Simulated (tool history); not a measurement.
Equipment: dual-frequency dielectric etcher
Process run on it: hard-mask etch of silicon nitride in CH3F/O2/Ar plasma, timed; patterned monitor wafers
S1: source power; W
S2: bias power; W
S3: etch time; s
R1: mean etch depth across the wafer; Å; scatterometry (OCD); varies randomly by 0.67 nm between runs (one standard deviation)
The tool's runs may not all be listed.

run  hour   S1  S2     S3      R1
  1     0  440  60  239.5    1512
  2   4.5  440  69  239.5    1579
  3   6.5  440  69  239.5  1577.9
  4  10.6  440  59  239.5  1527.8
  5  12.6  440  59  239.5    1509
  6  15.7  440  63  239.5  1529.9
  7  23.7  390  59  239.5  1448.2

Run 8 comes next. What will it give?
  8  27.8  350  55  239.5   ?

{"run 8": {"R1": 1345.5}}

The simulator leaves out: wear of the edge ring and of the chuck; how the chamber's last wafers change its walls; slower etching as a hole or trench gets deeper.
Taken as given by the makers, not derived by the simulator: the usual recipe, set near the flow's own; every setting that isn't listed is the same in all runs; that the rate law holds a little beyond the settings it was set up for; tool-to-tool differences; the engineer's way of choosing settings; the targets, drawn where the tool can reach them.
